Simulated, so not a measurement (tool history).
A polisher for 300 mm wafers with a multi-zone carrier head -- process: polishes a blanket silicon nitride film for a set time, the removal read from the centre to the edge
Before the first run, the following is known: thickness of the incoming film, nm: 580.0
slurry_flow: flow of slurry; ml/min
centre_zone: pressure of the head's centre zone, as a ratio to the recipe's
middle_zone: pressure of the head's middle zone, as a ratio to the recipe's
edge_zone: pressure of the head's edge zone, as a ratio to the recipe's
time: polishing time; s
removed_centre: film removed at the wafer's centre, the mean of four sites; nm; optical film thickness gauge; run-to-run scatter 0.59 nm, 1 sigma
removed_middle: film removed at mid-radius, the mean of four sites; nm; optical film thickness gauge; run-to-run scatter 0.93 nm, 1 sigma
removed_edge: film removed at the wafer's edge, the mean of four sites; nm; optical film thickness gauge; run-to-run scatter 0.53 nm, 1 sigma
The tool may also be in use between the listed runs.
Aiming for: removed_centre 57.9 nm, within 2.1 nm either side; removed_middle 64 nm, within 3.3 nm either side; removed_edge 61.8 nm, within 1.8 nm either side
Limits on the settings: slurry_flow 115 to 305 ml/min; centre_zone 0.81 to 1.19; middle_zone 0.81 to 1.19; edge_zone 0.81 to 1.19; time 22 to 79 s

| run | hour | slurry_flow | centre_zone | middle_zone | edge_zone | time | removed_centre | removed_middle | removed_edge |
|---|---|---|---|---|---|---|---|---|---|
| 1 | 0 | 195 | 1 | 1 | 1 | 50 | 69.552 | 68.009 | 68.103 |
| 2 | 1.7 | 155 | 1 | 1 | 1 | 50 | 67.837 | 64.935 | 67.274 |
| 3 | 8.3 | 155 | 1.08 | 1 | 1 | 50 | 74.602 | 65.441 | 67.547 |
| 4 | 10.4 | 125 | 1.08 | 1 | 1 | 50 | 69.884 | 64.198 | 66.544 |
| 5 | 16.2 | 125 | 1.08 | 0.92 | 1 | 50 | 69.677 | 59.993 | 65.29 |
| 6 | 18.8 | 125 | 1.05 | 0.94 | 0.98 | 50 | 67.753 | 61.244 | 64.994 |
| 7 | 23 | 125 | 1.03 | 0.95 | 0.97 | 50 | 67.903 | 62.056 | 64.801 |
| 8 | 31.2 | 125 | 1.01 | 0.96 | 0.96 | 50 | 66.334 | 61.459 | 65.337 |
| 9 | 38.5 | 130 | 0.99 | 0.98 | 0.95 | 49 | 64.952 | 62.187 | 64.041 |
| 10 | 43.5 | 130 | 0.97 | 0.99 | 0.94 | 49 | 62.322 | 63.953 | 64.237 |
| 11 | 48.2 | 130 | 0.96 | 0.99 | 0.93 | 49 | 61.597 | 64.094 | 62.377 |
| 12 | 53.5 | 130 | 0.95 | 0.99 | 0.93 | 49 | 62.072 | 63.993 | 62.684 |
| 13 | 58.9 | 120 | 0.88 | 1.01 | 0.92 | 48 | 54.546 | 60.525 | 61.217 |
| 14 | 61.6 | 125 | 0.88 | 1.01 | 0.92 | 48 | 55.061 | 62.349 | 61.388 |
| 15 | 67.3 | 130 | 0.88 | 1.01 | 0.92 | 48 | 54.851 | 64.037 | 60.423 |

Below are 5 possible settings for the next run. Only one of them brings all results inside the allowed miss of their targets. Which is it?
| A | 73 | 175 | 0.88 | 1.04 | 0.92 | 44 | ? | ? | ? |
| B | 73 | 125 | 0.83 | 1.02 | 0.95 | 48 | ? | ? | ? |
| C | 73 | 115 | 0.85 | 0.97 | 0.94 | 48 | ? | ? | ? |
| D | 73 | 115 | 0.9 | 1.02 | 0.88 | 50 | ? | ? | ? |
| E | 73 | 115 | 0.87 | 1.1 | 0.9 | 48 | ? | ? | ? |

| move | removed_centre | removed_middle | removed_edge |
|---|---|---|---|
| A | 53.86 | 61.673 | 58.145 |
| B | 52.472 | 63.058 | 62.195 |
| C | 52.893 | 59.63 | 61.346 |
| D | 58.333 | 64.794 | 61.947 |
| E | 54.177 | 66.342 | 60.019 |
A: lands further from the targets than the last run did
B: lands further from the targets than the last run did
C: lands further from the targets than the last run did
D: hits every target within its allowed miss
E: lands further from the targets than the last run did
D is the move that brings every result within its allowed miss.

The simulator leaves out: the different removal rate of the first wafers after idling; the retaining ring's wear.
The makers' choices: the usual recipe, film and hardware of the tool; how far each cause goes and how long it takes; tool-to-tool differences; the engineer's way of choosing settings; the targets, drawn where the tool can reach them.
